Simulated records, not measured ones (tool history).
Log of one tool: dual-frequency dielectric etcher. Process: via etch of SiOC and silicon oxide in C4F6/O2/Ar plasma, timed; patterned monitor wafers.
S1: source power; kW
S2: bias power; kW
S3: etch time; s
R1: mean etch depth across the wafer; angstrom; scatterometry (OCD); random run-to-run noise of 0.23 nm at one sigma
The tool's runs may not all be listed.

run	hour	S1	S2	S3	R1
1	0	0.39	0.238	37.5	500.82
2	7.9	0.39	0.218	37.5	484.59
3	13.3	0.39	0.253	37.5	517.55
4	17.1	0.39	0.279	37.5	543.46
5	17.6	0.36	0.268	37.5	517.08
6	26.2	0.34	0.259	37.5	503.73
7	30.7	0.32	0.248	37.5	483.55

Forecast run 8:
8	39.3	0.24	0.229	37	?

Run 8 yielded R1 421.39 angstrom.
